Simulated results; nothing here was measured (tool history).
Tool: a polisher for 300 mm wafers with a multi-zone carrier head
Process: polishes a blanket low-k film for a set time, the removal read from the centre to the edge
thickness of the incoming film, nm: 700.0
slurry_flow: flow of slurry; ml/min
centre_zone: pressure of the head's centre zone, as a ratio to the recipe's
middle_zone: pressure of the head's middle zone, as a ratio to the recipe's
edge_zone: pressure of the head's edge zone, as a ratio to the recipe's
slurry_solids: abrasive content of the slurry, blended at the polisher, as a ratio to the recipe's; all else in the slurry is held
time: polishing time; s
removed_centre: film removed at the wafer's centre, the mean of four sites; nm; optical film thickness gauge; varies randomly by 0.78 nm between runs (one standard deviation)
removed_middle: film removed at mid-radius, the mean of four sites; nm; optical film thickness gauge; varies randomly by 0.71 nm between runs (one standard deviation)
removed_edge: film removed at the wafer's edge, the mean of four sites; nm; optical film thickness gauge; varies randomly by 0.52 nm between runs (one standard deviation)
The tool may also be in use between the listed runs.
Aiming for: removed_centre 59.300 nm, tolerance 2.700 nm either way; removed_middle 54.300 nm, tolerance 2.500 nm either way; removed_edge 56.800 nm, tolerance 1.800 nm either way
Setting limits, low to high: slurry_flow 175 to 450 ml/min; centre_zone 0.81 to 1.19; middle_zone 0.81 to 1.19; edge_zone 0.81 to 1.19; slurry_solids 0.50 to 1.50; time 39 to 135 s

Run 1, hour 0.0: slurry_flow 290 ml/min, centre_zone 1.00, middle_zone 1.00, edge_zone 1.00, slurry_solids 1.00, time 87 s. Result: removed_centre 37.272 nm, removed_middle 36.013 nm, removed_edge 37.734 nm.
Run 2, hour 4.3: slurry_flow 295 ml/min, centre_zone 1.02, middle_zone 1.01, edge_zone 1.02, slurry_solids 1.10, time 89 s. Result: removed_centre 40.564 nm, removed_middle 38.900 nm, removed_edge 40.738 nm.
Run 3, hour 7.1: slurry_flow 270 ml/min, centre_zone 1.02, middle_zone 1.01, edge_zone 1.02, slurry_solids 1.10, time 89 s. Result: removed_centre 39.215 nm, removed_middle 39.543 nm, removed_edge 40.179 nm.
Run 4, hour 11.0: slurry_flow 285 ml/min, centre_zone 1.04, middle_zone 1.02, edge_zone 1.04, slurry_solids 1.15, time 90 s. Result: removed_centre 42.287 nm, removed_middle 40.010 nm, removed_edge 42.039 nm.
Run 5, hour 15.4: slurry_flow 290 ml/min, centre_zone 1.05, middle_zone 1.03, edge_zone 1.05, slurry_solids 1.20, time 92 s. Result: removed_centre 44.724 nm, removed_middle 41.713 nm, removed_edge 43.202 nm.
Run 6, hour 21.6: slurry_flow 290 ml/min, centre_zone 1.05, middle_zone 1.03, edge_zone 1.05, slurry_solids 1.20, time 79 s. Result: removed_centre 38.017 nm, removed_middle 35.607 nm, removed_edge 37.109 nm.
Run 7, hour 28.5: slurry_flow 295 ml/min, centre_zone 1.05, middle_zone 1.03, edge_zone 1.06, slurry_solids 1.25, time 83 s. Result: removed_centre 39.718 nm, removed_middle 39.895 nm, removed_edge 39.259 nm.
Run 8, hour 30.9: slurry_flow 290 ml/min, centre_zone 1.06, middle_zone 1.01, edge_zone 1.07, slurry_solids 1.30, time 87 s. Result: removed_centre 42.660 nm, removed_middle 40.137 nm, removed_edge 42.376 nm.
Run 9, hour 38.2: slurry_flow 290 ml/min, centre_zone 1.07, middle_zone 1.01, edge_zone 1.07, slurry_solids 1.35, time 90 s. Result: removed_centre 44.800 nm, removed_middle 42.770 nm, removed_edge 44.957 nm.
Run 10, hour 39.2: slurry_flow 290 ml/min, centre_zone 1.08, middle_zone 1.01, edge_zone 1.07, slurry_solids 1.40, time 93 s. Result: removed_centre 48.960 nm, removed_middle 43.967 nm, removed_edge 47.675 nm.
Run 11, hour 44.1: slurry_flow 290 ml/min, centre_zone 1.08, middle_zone 1.02, edge_zone 1.07, slurry_solids 1.40, time 95 s. Result: removed_centre 49.229 nm, removed_middle 45.404 nm, removed_edge 48.215 nm.
Run 12, hour 46.0: slurry_flow 290 ml/min, centre_zone 1.08, middle_zone 1.03, edge_zone 1.07, slurry_solids 1.40, time 97 s. Result: removed_centre 50.244 nm, removed_middle 48.187 nm, removed_edge 49.530 nm.
Run 13, hour 47.5: slurry_flow 290 ml/min, centre_zone 1.09, middle_zone 1.03, edge_zone 1.07, slurry_solids 1.40, time 98 s. Result: removed_centre 51.773 nm, removed_middle 47.166 nm, removed_edge 49.547 nm.

Pick the move, out of 5, that brings all results within their allowed miss; only one does.
Run A, hour 49.0: slurry_flow 210 ml/min, centre_zone 1.11, middle_zone 1.08, edge_zone 1.01, slurry_solids 1.30, time 88 s. Result: removed_centre ?, removed_middle ?, removed_edge ?.
Run B, hour 49.0: slurry_flow 290 ml/min, centre_zone 1.08, middle_zone 1.03, edge_zone 1.08, slurry_solids 1.25, time 117 s. Result: removed_centre ?, removed_middle ?, removed_edge ?.
Run C, hour 49.0: slurry_flow 300 ml/min, centre_zone 1.06, middle_zone 0.93, edge_zone 1.12, slurry_solids 1.45, time 105 s. Result: removed_centre ?, removed_middle ?, removed_edge ?.
Run D, hour 49.0: slurry_flow 175 ml/min, centre_zone 1.00, middle_zone 0.81, edge_zone 1.15, slurry_solids 1.50, time 99 s. Result: removed_centre ?, removed_middle ?, removed_edge ?.
Run E, hour 49.0: slurry_flow 295 ml/min, centre_zone 1.07, middle_zone 1.18, edge_zone 0.99, slurry_solids 1.50, time 85 s. Result: removed_centre ?, removed_middle ?, removed_edge ?.

move  removed_centre  removed_middle  removed_edge
   A          44.265          42.294        40.176
   B          58.731          55.214        55.983
   C          54.688          48.097        54.158
   D          45.725          38.367        49.940
   E          45.211          48.154        41.532
A: lands further from the targets than the last run did
B: every result within its allowed miss
C: moves toward the targets from the last run without getting all of them in spec
D: lands further from the targets than the last run did
E: lands further from the targets than the last run did
The move that meets every target is B.

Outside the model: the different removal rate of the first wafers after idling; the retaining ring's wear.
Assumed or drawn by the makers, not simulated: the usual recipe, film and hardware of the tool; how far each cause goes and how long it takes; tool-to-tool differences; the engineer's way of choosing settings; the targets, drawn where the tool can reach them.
